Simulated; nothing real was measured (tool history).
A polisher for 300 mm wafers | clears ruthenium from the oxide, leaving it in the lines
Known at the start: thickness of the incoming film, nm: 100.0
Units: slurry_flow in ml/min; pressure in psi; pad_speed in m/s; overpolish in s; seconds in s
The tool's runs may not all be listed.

run	hour	slurry_flow	pressure	pad_speed	overpolish	seconds
1	0	175	2.4	0.86	36	82.217
2	3.5	200	2.4	0.86	36	81.412
3	5.6	170	2.4	0.86	36	82.215
4	7.6	190	2.4	0.86	36	82.763
5	9.5	160	2.4	0.86	36	83.644
6	11	160	2.2	0.84	36	90.148
7	12.8	160	2	0.8	36	108.36
8	14.9	160	1.8	0.8	36	117.97
9	21.7	160	1.7	0.8	36	120.2
10	22.5	155	1.1	0.68	36	221.37
11	24.8	155	1.2	0.68	36	203.2

Run 12 comes next. What will it give?
12	32.1	155	1.3	0.68	36	?

Run 12 gave seconds 191.65 s.
